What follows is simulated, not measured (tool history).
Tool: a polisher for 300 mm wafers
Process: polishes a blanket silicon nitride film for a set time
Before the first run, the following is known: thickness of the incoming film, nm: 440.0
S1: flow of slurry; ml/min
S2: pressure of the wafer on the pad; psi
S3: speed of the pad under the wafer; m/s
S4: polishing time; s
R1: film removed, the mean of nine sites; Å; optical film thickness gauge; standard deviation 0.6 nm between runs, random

run,hour,S1,S2,S3,S4,R1
1,0.0,280,3.7,0.98,41,606.11
2,8.8,280,3.6,0.98,41,588.48
3,16.4,280,3.5,0.98,41,574.06
4,22.5,280,2.9,0.98,41,504.69
5,23.5,280,3.0,0.98,41,516.16
6,30.3,280,3.0,0.98,36,444.91
7,33.7,280,3.2,0.98,36,473.08

The next listed run, before its measurement:
8,37.1,280,3.3,0.98,36,?

{"run 8": {"R1": 483.62}}
